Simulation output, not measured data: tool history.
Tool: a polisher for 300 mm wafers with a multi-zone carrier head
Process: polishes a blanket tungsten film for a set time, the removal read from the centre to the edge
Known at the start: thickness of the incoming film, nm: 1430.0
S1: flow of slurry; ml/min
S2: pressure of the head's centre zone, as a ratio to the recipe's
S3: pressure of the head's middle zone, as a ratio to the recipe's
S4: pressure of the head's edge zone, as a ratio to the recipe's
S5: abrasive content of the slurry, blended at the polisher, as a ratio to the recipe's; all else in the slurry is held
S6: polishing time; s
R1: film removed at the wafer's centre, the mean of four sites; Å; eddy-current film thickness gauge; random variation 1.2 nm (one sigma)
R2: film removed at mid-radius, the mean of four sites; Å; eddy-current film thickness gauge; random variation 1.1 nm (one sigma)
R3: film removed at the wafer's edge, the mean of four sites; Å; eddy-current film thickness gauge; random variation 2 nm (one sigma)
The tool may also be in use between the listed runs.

run	hour	S1	S2	S3	S4	S5	S6	R1	R2	R3
1	0.0	250	1.00	1.00	1.00	1.00	48	2107.7	2128.1	2139.6
2	6.0	250	1.00	1.00	1.00	1.00	38	1662.8	1701.7	1694.7
3	11.4	250	0.93	1.00	1.00	1.00	38	1541.4	1719.8	1699.2
4	12.0	185	0.93	1.00	1.00	1.00	38	1469.4	1624.0	1634.3
5	19.3	185	0.85	1.00	1.00	1.00	38	1374.7	1636.0	1631.0
6	23.0	185	0.88	1.01	0.96	0.95	38	1394.6	1617.8	1577.4
7	29.9	185	0.90	1.02	0.93	0.90	38	1370.7	1617.9	1552.7

Forecast run 8:
8	33.1	190	0.94	1.03	0.90	0.85	38	?	?	?

R1: 1406.0 Å
R2: 1603.3 Å
R3: 1490.3 Å
